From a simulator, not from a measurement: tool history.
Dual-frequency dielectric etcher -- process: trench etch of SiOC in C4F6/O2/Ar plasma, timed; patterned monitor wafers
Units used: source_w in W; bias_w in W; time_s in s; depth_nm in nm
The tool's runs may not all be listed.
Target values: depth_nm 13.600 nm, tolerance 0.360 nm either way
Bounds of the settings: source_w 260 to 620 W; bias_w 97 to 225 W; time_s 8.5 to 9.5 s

run  hour  source_w  bias_w  time_s  depth_nm
  1   0.0       440     161     9.5    18.484
  2   0.9       410     148     9.5    17.218
  3   2.8       380     141     9.5    16.388
  4   7.3       340     141     9.5    15.344
  5   9.2       320     139     9.5    14.637
  6  11.6       260     139     9.5    12.884
  7  14.4       260     139     9.5    12.778
  8  23.4       270     139     9.5    13.209

Next run, 4 choices. One meets every target within its allowed miss, the rest don't. Which?
  A  32.4       290     117     9.5         ?
  B  32.4       270     184     8.5         ?
  C  32.4       280     147     9.5         ?
  D  32.4       290     143     8.5         ?

move  depth_nm
   A    13.035
   B    12.979
   C    13.747
   D    12.475
A: the biggest miss grows against the last run
B: the biggest miss grows against the last run
C: all results land within tolerance of their targets
D: the biggest miss grows against the last run
C meets every target.

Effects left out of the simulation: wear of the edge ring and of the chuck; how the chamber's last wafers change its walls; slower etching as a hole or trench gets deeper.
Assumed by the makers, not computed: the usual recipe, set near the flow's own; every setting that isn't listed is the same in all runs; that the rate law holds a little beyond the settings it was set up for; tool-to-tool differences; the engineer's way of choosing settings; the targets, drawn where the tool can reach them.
